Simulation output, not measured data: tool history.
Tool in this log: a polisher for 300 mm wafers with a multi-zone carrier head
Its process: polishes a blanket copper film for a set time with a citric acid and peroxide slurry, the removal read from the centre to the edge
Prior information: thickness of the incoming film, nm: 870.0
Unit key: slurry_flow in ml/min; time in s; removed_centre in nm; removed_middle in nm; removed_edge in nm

{"run": 1, "hour": 0.0, "slurry_flow": 310, "centre_zone": 1, "middle_zone": 1, "edge_zone": 1, "slurry_solids": 1, "time": 61, "removed_centre": 195.47, "removed_middle": 190.56, "removed_edge": 194.95}
{"run": 2, "hour": 3.5, "slurry_flow": 300, "centre_zone": 0.97, "middle_zone": 0.99, "edge_zone": 1, "slurry_solids": 0.95, "time": 61, "removed_centre": 183.83, "removed_middle": 189.07, "removed_edge": 195.79}
{"run": 3, "hour": 8.7, "slurry_flow": 295, "centre_zone": 0.96, "middle_zone": 0.97, "edge_zone": 0.98, "slurry_solids": 0.9, "time": 61, "removed_centre": 178.86, "removed_middle": 179.97, "removed_edge": 189.21}
{"run": 4, "hour": 17.3, "slurry_flow": 220, "centre_zone": 0.96, "middle_zone": 0.97, "edge_zone": 0.98, "slurry_solids": 0.9, "time": 61, "removed_centre": 171.26, "removed_middle": 175.86, "removed_edge": 184.06}
{"run": 5, "hour": 19.6, "slurry_flow": 220, "centre_zone": 1, "middle_zone": 0.97, "edge_zone": 0.98, "slurry_solids": 0.9, "time": 61, "removed_centre": 182.26, "removed_middle": 176.34, "removed_edge": 185.43}
{"run": 6, "hour": 23.8, "slurry_flow": 215, "centre_zone": 0.98, "middle_zone": 0.96, "edge_zone": 0.97, "slurry_solids": 0.9, "time": 61, "removed_centre": 175.3, "removed_middle": 174.01, "removed_edge": 180.99}
{"run": 7, "hour": 29.1, "slurry_flow": 210, "centre_zone": 0.96, "middle_zone": 0.95, "edge_zone": 0.97, "slurry_solids": 0.9, "time": 61, "removed_centre": 175.3, "removed_middle": 172.38, "removed_edge": 181.91}
{"run": 8, "hour": 30.7, "slurry_flow": 210, "centre_zone": 0.94, "middle_zone": 0.95, "edge_zone": 0.97, "slurry_solids": 0.85, "time": 61, "removed_centre": 164, "removed_middle": 170.29, "removed_edge": 180.11}
{"run": 9, "hour": 36.3, "slurry_flow": 210, "centre_zone": 0.93, "middle_zone": 0.94, "edge_zone": 0.96, "slurry_solids": 0.85, "time": 61, "removed_centre": 164.7, "removed_middle": 169.63, "removed_edge": 178.45}

Run 10 has not been measured yet. What should we expect?
{"run": 10, "hour": 42.6, "slurry_flow": 210, "centre_zone": 0.91, "middle_zone": 0.93, "edge_zone": 0.96, "slurry_solids": 0.85, "time": 61, "removed_centre": "?", "removed_middle": "?", "removed_edge": "?"}

{"run 10": {"removed_centre": 163.44, "removed_middle": 167.76, "removed_edge": 178.15}}
